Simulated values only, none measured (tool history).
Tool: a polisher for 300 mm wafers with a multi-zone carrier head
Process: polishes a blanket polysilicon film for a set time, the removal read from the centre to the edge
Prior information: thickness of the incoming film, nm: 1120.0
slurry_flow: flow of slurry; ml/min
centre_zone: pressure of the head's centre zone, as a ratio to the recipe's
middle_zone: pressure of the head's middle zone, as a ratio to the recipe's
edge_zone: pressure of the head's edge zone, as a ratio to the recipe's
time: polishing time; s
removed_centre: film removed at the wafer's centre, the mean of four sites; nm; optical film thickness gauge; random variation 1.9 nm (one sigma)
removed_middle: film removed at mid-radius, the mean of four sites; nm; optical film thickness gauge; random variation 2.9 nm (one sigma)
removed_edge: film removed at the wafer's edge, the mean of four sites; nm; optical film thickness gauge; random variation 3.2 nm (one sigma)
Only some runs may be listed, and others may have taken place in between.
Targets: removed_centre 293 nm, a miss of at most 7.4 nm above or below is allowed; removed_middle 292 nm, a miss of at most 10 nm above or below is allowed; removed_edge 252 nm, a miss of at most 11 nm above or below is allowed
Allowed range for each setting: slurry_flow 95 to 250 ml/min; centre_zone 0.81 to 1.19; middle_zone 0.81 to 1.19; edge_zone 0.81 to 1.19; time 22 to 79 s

run 1 hour=0 | slurry_flow=160 centre_zone=1 middle_zone=1 edge_zone=1 time=50 | removed_centre=327.58 removed_middle=368.3 removed_edge=362.56
run 2 hour=2.9 | slurry_flow=160 centre_zone=1.04 middle_zone=1.01 edge_zone=0.94 time=46 | removed_centre=312.8 removed_middle=341.53 removed_edge=322.63
run 3 hour=9 | slurry_flow=160 centre_zone=1.12 middle_zone=1.01 edge_zone=0.94 time=46 | removed_centre=332.64 removed_middle=341.96 removed_edge=326.92
run 4 hour=10.2 | slurry_flow=160 centre_zone=1.12 middle_zone=1.01 edge_zone=0.91 time=46 | removed_centre=335.4 removed_middle=339.78 removed_edge=310.74
run 5 hour=11.3 | slurry_flow=150 centre_zone=1.11 middle_zone=1 edge_zone=0.88 time=45 | removed_centre=320.46 removed_middle=326.8 removed_edge=306.4
run 6 hour=13.7 | slurry_flow=160 centre_zone=1.12 middle_zone=1.01 edge_zone=0.86 time=42 | removed_centre=307.81 removed_middle=306.76 removed_edge=287.59
run 7 hour=17.1 | slurry_flow=155 centre_zone=1.14 middle_zone=1.04 edge_zone=0.84 time=41 | removed_centre=302.51 removed_middle=304.87 removed_edge=281.91
run 8 hour=22.8 | slurry_flow=170 centre_zone=1.16 middle_zone=1.06 edge_zone=0.83 time=39 | removed_centre=298.78 removed_middle=304.87 removed_edge=272.7

Exactly one of the 5 candidate moves below puts every result within its allowed miss. Which one?
run A hour=28.5 | slurry_flow=210 centre_zone=1.19 middle_zone=1.07 edge_zone=0.85 time=36 | removed_centre=? removed_middle=? removed_edge=?
run B hour=28.5 | slurry_flow=160 centre_zone=1.02 middle_zone=1.04 edge_zone=0.93 time=41 | removed_centre=? removed_middle=? removed_edge=?
run C hour=28.5 | slurry_flow=155 centre_zone=1.19 middle_zone=0.98 edge_zone=0.83 time=38 | removed_centre=? removed_middle=? removed_edge=?
run D hour=28.5 | slurry_flow=135 centre_zone=1.14 middle_zone=1.09 edge_zone=0.83 time=38 | removed_centre=? removed_middle=? removed_edge=?
run E hour=28.5 | slurry_flow=130 centre_zone=1.11 middle_zone=0.91 edge_zone=0.97 time=41 | removed_centre=? removed_middle=? removed_edge=?

move=A removed_centre=291.41 removed_middle=291.38 removed_edge=252.33
move=B removed_centre=270.41 removed_middle=309.64 removed_edge=285.24
move=C removed_centre=289.91 removed_middle=271.01 removed_edge=255.01
move=D removed_centre=268.57 removed_middle=287.78 removed_edge=249.17
move=E removed_centre=278.89 removed_middle=264.2 removed_edge=280.02
A: every result within its allowed miss
B: moves away from the targets compared with the last run
C: gets the furthest-off result to its target, but another result is out of tolerance
D: gets the furthest-off result to its target, but another result is out of tolerance
E: moves away from the targets compared with the last run
Correct choice: A, which meets every target

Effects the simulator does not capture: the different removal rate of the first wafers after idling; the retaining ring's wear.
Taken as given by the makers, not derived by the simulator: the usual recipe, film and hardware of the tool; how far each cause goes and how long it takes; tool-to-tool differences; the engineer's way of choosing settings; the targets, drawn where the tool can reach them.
